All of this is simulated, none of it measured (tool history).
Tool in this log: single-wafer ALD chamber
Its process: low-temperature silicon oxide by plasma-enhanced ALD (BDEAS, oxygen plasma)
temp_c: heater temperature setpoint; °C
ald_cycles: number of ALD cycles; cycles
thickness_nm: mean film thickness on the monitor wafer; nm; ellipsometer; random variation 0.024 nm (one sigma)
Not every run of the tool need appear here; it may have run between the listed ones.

run,hour,temp_c,ald_cycles,thickness_nm
1,0.0,110,39,4.9044
2,5.7,109,41,5.2020
3,8.4,114,41,5.1939
4,12.3,114,42,5.2892
5,14.0,124,42,5.2351
6,19.9,124,43,5.3381
7,24.1,124,43,5.3144

Forecast run 8:
8,30.3,123,44,?

thickness_nm: 5.4766 nm

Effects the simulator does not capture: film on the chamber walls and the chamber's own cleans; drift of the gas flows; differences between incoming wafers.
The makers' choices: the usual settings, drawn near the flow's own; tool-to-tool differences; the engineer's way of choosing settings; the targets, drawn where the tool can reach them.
